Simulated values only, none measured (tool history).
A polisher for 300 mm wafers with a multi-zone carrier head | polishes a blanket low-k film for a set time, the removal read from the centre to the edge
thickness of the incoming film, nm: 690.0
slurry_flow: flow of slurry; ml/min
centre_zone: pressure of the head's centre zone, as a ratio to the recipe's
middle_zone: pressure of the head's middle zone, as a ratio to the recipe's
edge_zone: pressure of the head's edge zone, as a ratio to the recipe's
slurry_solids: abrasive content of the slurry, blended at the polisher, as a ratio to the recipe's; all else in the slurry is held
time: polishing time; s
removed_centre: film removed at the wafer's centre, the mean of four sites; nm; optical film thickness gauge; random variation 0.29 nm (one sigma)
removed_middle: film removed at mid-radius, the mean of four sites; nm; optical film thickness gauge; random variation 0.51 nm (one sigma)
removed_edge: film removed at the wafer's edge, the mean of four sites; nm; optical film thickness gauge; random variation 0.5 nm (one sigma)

run,hour,slurry_flow,centre_zone,middle_zone,edge_zone,slurry_solids,time,removed_centre,removed_middle,removed_edge
1,0.0,165,1.00,1.00,1.00,1.00,87,26.643,29.217,29.589
2,0.6,165,0.96,1.00,1.00,1.00,87,25.315,29.390,29.593
3,4.9,170,0.98,1.01,1.01,1.05,87,26.571,30.496,29.516
4,10.1,170,0.93,1.01,1.01,1.05,87,24.651,30.158,31.195
5,10.7,175,0.95,1.01,1.02,1.10,87,26.577,30.667,31.387
6,11.9,175,0.96,1.01,1.03,1.15,87,27.038,31.814,32.093
7,12.7,180,0.97,1.01,1.04,1.20,87,27.904,31.024,32.240
8,16.4,180,0.98,1.02,1.04,1.25,88,28.603,33.146,32.487
9,18.3,185,0.99,1.02,1.05,1.30,89,30.270,34.184,34.600
10,26.2,190,1.00,1.02,1.05,1.30,89,30.037,34.383,35.615
11,31.0,190,1.02,1.02,1.04,1.30,89,31.087,34.408,33.881
12,35.9,190,1.02,1.02,1.04,1.30,89,31.048,34.917,34.257

Forecast run 13:
13,41.1,195,1.03,1.02,1.04,1.30,89,?,?,?

removed_centre: 31.414 nm
removed_middle: 34.148 nm
removed_edge: 34.158 nm
